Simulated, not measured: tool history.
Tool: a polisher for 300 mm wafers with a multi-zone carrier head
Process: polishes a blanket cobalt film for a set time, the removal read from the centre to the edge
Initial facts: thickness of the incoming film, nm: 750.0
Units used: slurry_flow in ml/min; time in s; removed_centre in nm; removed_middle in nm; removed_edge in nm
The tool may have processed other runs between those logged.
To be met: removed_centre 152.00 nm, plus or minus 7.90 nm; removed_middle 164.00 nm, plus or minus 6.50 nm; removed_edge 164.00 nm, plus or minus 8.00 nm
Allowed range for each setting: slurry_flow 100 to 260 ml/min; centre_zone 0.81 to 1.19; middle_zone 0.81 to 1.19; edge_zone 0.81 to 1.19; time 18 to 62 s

{"run": 1, "hour": 0.0, "slurry_flow": 165, "centre_zone": 1.0, "middle_zone": 1.0, "edge_zone": 1.0, "time": 40, "removed_centre": 221.42, "removed_middle": 223.08, "removed_edge": 227.13}
{"run": 2, "hour": 8.6, "slurry_flow": 160, "centre_zone": 0.99, "middle_zone": 0.99, "edge_zone": 0.99, "time": 38, "removed_centre": 203.81, "removed_middle": 203.91, "removed_edge": 214.73}
{"run": 3, "hour": 10.4, "slurry_flow": 180, "centre_zone": 0.99, "middle_zone": 0.99, "edge_zone": 0.99, "time": 38, "removed_centre": 207.48, "removed_middle": 209.95, "removed_edge": 212.06}
{"run": 4, "hour": 13.3, "slurry_flow": 180, "centre_zone": 0.99, "middle_zone": 0.99, "edge_zone": 0.99, "time": 42, "removed_centre": 232.11, "removed_middle": 236.57, "removed_edge": 236.86}
{"run": 5, "hour": 19.0, "slurry_flow": 185, "centre_zone": 0.97, "middle_zone": 0.98, "edge_zone": 0.98, "time": 40, "removed_centre": 220.65, "removed_middle": 220.4, "removed_edge": 236.46}
{"run": 6, "hour": 26.9, "slurry_flow": 185, "centre_zone": 0.97, "middle_zone": 0.95, "edge_zone": 0.98, "time": 40, "removed_centre": 216.65, "removed_middle": 214.72, "removed_edge": 228.55}
{"run": 7, "hour": 35.0, "slurry_flow": 165, "centre_zone": 0.87, "middle_zone": 0.85, "edge_zone": 0.88, "time": 32, "removed_centre": 149.53, "removed_middle": 157.09, "removed_edge": 170.72}
{"run": 8, "hour": 39.7, "slurry_flow": 165, "centre_zone": 0.87, "middle_zone": 0.86, "edge_zone": 0.87, "time": 32, "removed_centre": 150.48, "removed_middle": 161.94, "removed_edge": 172.16}
{"run": 9, "hour": 45.8, "slurry_flow": 165, "centre_zone": 0.87, "middle_zone": 0.86, "edge_zone": 0.86, "time": 32, "removed_centre": 152.73, "removed_middle": 156.66, "removed_edge": 174.75}

Of the 4 settings listed for the next run, only one would bring every result within its allowed miss of target. Which one?
{"run": "A", "hour": 51.9, "slurry_flow": 135, "centre_zone": 0.83, "middle_zone": 0.95, "edge_zone": 0.95, "time": 34, "removed_centre": "?", "removed_middle": "?", "removed_edge": "?"}
{"run": "B", "hour": 51.9, "slurry_flow": 180, "centre_zone": 0.97, "middle_zone": 0.86, "edge_zone": 0.81, "time": 29, "removed_centre": "?", "removed_middle": "?", "removed_edge": "?"}
{"run": "C", "hour": 51.9, "slurry_flow": 260, "centre_zone": 0.96, "middle_zone": 1.05, "edge_zone": 1.06, "time": 27, "removed_centre": "?", "removed_middle": "?", "removed_edge": "?"}
{"run": "D", "hour": 51.9, "slurry_flow": 140, "centre_zone": 0.85, "middle_zone": 0.81, "edge_zone": 0.81, "time": 35, "removed_centre": "?", "removed_middle": "?", "removed_edge": "?"}

move=A removed_centre=152.23 removed_middle=177.39 removed_edge=183.75
move=B removed_centre=162.17 removed_middle=150.69 removed_edge=155.34
move=C removed_centre=158.46 removed_middle=167.70 removed_edge=164.41
move=D removed_centre=161.94 removed_middle=166.97 removed_edge=180.90
A: the biggest miss grows against the last run
B: the result that was furthest off in the last run now lies on the other side of its target
C: meets every target
D: the biggest miss grows against the last run
Move C is the one to make.

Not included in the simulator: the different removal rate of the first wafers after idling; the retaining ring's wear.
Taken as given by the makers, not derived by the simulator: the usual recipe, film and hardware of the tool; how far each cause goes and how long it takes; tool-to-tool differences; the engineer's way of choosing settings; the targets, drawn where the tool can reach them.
